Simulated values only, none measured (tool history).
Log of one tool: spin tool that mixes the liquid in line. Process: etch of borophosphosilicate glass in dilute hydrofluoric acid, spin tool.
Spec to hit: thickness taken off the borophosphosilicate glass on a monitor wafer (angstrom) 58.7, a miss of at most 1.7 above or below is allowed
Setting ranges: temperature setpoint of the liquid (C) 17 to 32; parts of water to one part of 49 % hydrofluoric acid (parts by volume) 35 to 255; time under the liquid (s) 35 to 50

| run | hour | temperature setpoint of the liquid (C) | parts of water to one part of 49 % hydrofluoric acid (parts by volume) | time under the liquid (s) | thickness taken off the borophosphosilicate glass on a monitor wafer (angstrom) |
|---|---|---|---|---|---|
| 1 | 0 | 24 | 145 | 50 | 107.8 |
| 2 | 7.7 | 24 | 165 | 50 | 91.456 |
| 3 | 15.1 | 22.5 | 170 | 50 | 85.444 |
| 4 | 18.9 | 21.5 | 175 | 50 | 78.433 |
| 5 | 26.8 | 20.5 | 180 | 50 | 74.405 |
| 6 | 30.6 | 20.5 | 180 | 35 | 51.616 |
| 7 | 35.1 | 21 | 180 | 35 | 52.149 |
| 8 | 37.4 | 21.5 | 180 | 35 | 53.789 |
| 9 | 42 | 22 | 180 | 35 | 54.9 |

Exercise: of the 5 proposed moves below, exactly one satisfies all targets within the stated allowed misses. Which move is it?
| A | 46.6 | 20 | 150 | 35 | ? |
| B | 46.6 | 23.5 | 210 | 45 | ? |
| C | 46.6 | 21 | 185 | 40 | ? |
| D | 46.6 | 22.5 | 215 | 50 | ? |
| E | 46.6 | 22 | 195 | 45 | ? |

| move | thickness taken off the borophosphosilicate glass on a monitor wafer (angstrom) |
|---|---|
| A | 63.166 |
| B | 62.311 |
| C | 58.714 |
| D | 64.826 |
| E | 64.442 |
A: takes the result that was furthest off past its target
B: takes the result that was furthest off past its target
C: each result inside its tolerance
D: takes the result that was furthest off past its target
E: takes the result that was furthest off past its target
C meets every target.

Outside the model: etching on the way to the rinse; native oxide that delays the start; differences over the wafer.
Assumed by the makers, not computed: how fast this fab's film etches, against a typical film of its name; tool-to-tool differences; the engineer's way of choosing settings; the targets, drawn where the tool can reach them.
